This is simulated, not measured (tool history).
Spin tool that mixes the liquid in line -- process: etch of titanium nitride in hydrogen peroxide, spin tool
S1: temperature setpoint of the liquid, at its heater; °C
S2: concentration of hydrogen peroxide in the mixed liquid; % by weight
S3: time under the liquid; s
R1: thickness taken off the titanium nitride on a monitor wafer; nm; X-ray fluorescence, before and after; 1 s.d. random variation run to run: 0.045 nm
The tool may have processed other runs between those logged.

run,hour,S1,S2,S3,R1
1,0,43,18,260,3.0431
2,7.6,39,18,260,2.2171
3,14.2,41,18,260,2.6542
4,15.8,43,18,260,3.0645
5,18,43,18,260,3.0654
6,22,43,18,260,3.0301

What does the tool deliver on the next run?
7,26.1,44.5,18,260,?

R1: 3.4416 nm

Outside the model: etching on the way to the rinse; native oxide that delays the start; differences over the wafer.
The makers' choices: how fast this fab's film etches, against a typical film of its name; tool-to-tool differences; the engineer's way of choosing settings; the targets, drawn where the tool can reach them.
